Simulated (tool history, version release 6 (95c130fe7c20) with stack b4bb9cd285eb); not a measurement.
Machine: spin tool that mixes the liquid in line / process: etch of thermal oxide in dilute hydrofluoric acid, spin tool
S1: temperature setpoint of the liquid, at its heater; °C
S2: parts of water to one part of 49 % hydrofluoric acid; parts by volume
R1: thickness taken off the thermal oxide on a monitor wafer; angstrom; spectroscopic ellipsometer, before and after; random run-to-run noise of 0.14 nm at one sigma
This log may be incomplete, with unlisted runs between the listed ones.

Run 1, hour 0.0: S1 25.0 °C, S2 210 parts by volume, time under the liquid (s) 300. Result: R1 57.203 angstrom.
Run 2, hour 3.7: S1 25.5 °C, S2 195 parts by volume, time under the liquid (s) 300. Result: R1 62.648 angstrom.
Run 3, hour 4.3: S1 25.5 °C, S2 195 parts by volume, time under the liquid (s) 320. Result: R1 67.342 angstrom.
Run 4, hour 6.1: S1 26.0 °C, S2 180 parts by volume, time under the liquid (s) 320. Result: R1 75.827 angstrom.
Run 5, hour 13.5: S1 26.0 °C, S2 240 parts by volume, time under the liquid (s) 320. Result: R1 52.760 angstrom.
Run 6, hour 21.6: S1 23.5 °C, S2 240 parts by volume, time under the liquid (s) 320. Result: R1 49.147 angstrom.
Run 7, hour 25.8: S1 24.5 °C, S2 225 parts by volume, time under the liquid (s) 320. Result: R1 54.764 angstrom.

The next listed run, before its measurement:
Run 8, hour 32.2: S1 25.5 °C, S2 210 parts by volume, time under the liquid (s) 320. Result: R1 ?.

Run 8 yielded R1 61.549 angstrom.

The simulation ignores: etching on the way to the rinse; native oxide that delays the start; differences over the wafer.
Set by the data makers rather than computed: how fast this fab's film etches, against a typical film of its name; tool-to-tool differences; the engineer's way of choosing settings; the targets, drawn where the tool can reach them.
